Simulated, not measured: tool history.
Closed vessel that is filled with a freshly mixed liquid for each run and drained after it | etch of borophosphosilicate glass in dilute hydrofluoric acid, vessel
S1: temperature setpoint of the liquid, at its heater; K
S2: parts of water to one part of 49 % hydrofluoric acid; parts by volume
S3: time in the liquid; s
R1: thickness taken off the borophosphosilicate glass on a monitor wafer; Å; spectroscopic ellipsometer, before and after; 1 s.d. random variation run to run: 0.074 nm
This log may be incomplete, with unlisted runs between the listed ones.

run	hour	S1	S2	S3	R1
1	0	297.15	250	35	72.995
2	6.7	297.15	250	30	63.15
3	9.1	299.15	220	30	79.761
4	11.9	302.15	220	30	87.798
5	18.8	302.15	220	30	88.216
6	20.8	302.15	135	30	159.69
7	24.4	301.65	135	30	156.16

For run 8, what comes out?
8	30.6	301.65	135	30	?

R1: 156.94 Å

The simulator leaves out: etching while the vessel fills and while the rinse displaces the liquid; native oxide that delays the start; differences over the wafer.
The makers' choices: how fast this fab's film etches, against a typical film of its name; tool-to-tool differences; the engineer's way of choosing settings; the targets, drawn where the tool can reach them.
